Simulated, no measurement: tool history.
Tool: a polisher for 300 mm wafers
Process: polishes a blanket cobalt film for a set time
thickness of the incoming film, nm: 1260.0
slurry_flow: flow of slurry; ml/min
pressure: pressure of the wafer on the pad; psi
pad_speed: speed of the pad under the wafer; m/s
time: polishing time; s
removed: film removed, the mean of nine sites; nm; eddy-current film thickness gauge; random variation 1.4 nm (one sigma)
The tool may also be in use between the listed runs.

run  hour  slurry_flow  pressure  pad_speed  time  removed
  1   0.0          315       2.5       0.82    31   173.14
  2   7.9          315       2.3       0.82    31   164.36
  3   9.0          315       2.3       0.82    31   164.39
  4  12.0          315       2.3       0.82    31   162.94
  5  13.6          315       2.1       0.82    31   151.32
  6  14.4          255       2.1       0.82    31   152.33
  7  17.1          255       2.0       0.82    31   143.91
  8  21.5          255       1.9       0.82    31   140.61
  9  29.0          255       1.8       0.82    31   135.18

Run 10 comes next. What will it give?
 10  32.3          255       1.2       0.80    31        ?

removed: 101.37 nm
